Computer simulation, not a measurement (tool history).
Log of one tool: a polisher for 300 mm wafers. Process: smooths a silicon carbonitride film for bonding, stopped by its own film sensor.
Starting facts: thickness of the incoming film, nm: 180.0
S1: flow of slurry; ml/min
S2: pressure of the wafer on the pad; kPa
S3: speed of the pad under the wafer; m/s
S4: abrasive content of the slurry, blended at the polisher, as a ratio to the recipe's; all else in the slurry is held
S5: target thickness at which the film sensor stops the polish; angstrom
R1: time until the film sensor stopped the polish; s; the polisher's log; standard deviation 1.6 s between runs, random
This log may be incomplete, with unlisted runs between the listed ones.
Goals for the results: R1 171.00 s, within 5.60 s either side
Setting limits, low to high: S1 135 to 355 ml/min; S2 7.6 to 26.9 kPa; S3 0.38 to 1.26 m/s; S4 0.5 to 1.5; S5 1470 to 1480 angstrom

{"run": 1, "hour": 0.0, "S1": 225, "S2": 17.2, "S3": 0.82, "S4": 1.0, "S5": 1480, "R1": 132.09}
{"run": 2, "hour": 4.6, "S1": 265, "S2": 17.2, "S3": 0.82, "S4": 1.0, "S5": 1480, "R1": 131.62}
{"run": 3, "hour": 9.8, "S1": 265, "S2": 17.2, "S3": 0.82, "S4": 1.0, "S5": 1480, "R1": 131.93}
{"run": 4, "hour": 12.4, "S1": 240, "S2": 17.2, "S3": 0.82, "S4": 1.0, "S5": 1480, "R1": 131.93}
{"run": 5, "hour": 13.8, "S1": 240, "S2": 15.9, "S3": 0.82, "S4": 1.0, "S5": 1480, "R1": 141.04}
{"run": 6, "hour": 17.3, "S1": 240, "S2": 15.2, "S3": 0.82, "S4": 1.0, "S5": 1480, "R1": 148.29}
{"run": 7, "hour": 20.4, "S1": 240, "S2": 14.5, "S3": 0.82, "S4": 1.0, "S5": 1480, "R1": 153.54}
{"run": 8, "hour": 28.8, "S1": 240, "S2": 13.8, "S3": 0.82, "S4": 1.0, "S5": 1480, "R1": 163.55}

Exercise: of the 5 proposed moves below, exactly one satisfies all targets within the stated allowed misses. Which move is it?
{"run": "A", "hour": 37.2, "S1": 230, "S2": 13.8, "S3": 0.7, "S4": 1.2, "S5": 1470, "R1": "?"}
{"run": "B", "hour": 37.2, "S1": 315, "S2": 15.9, "S3": 0.64, "S4": 1.1, "S5": 1470, "R1": "?"}
{"run": "C", "hour": 37.2, "S1": 180, "S2": 13.8, "S3": 0.94, "S4": 0.9, "S5": 1480, "R1": "?"}
{"run": "D", "hour": 37.2, "S1": 295, "S2": 14.5, "S3": 0.92, "S4": 0.8, "S5": 1480, "R1": "?"}
{"run": "E", "hour": 37.2, "S1": 185, "S2": 13.1, "S3": 0.74, "S4": 1.5, "S5": 1480, "R1": "?"}

move=A R1=172.91
move=B R1=161.47
move=C R1=159.65
move=D R1=155.15
move=E R1=159.81
A: meets every target
B: moves away from the targets compared with the last run
C: moves away from the targets compared with the last run
D: moves away from the targets compared with the last run
E: moves away from the targets compared with the last run
The move that meets every target is A.
